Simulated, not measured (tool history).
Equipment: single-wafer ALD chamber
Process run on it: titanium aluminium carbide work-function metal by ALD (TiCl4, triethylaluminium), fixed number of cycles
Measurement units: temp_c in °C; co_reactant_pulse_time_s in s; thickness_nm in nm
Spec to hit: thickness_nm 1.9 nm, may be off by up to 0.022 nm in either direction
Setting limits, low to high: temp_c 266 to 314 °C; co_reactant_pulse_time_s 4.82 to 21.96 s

| run | hour | temp_c | co_reactant_pulse_time_s | thickness_nm |
|---|---|---|---|---|
| 1 | 0 | 290 | 13.39 | 2.0945 |
| 2 | 6 | 290 | 16.7 | 2.1074 |
| 3 | 7.3 | 298 | 16.7 | 2.1906 |
| 4 | 11.3 | 298 | 14.07 | 2.1808 |
| 5 | 18.5 | 289 | 13.6 | 2.0751 |
| 6 | 20 | 284 | 13.24 | 2.0179 |
| 7 | 25.3 | 281 | 13.02 | 1.9964 |
| 8 | 30.7 | 269 | 11.73 | 1.8473 |
| 9 | 39.1 | 271 | 11.84 | 1.884 |

Below are 4 possible settings for the next run. Only one of them brings all results inside the allowed miss of their targets. Which is it?
| A | 47.5 | 270 | 11.47 | ? |
| B | 47.5 | 270 | 11.49 | ? |
| C | 47.5 | 271 | 15.85 | ? |
| D | 47.5 | 271 | 10.57 | ? |

| move | thickness_nm |
|---|---|
| A | 1.8541 |
| B | 1.8543 |
| C | 1.8926 |
| D | 1.8513 |
A: misses by more than the last run did
B: misses by more than the last run did
C: all results land within tolerance of their targets
D: misses by more than the last run did
C is the move that brings every result within its allowed miss.
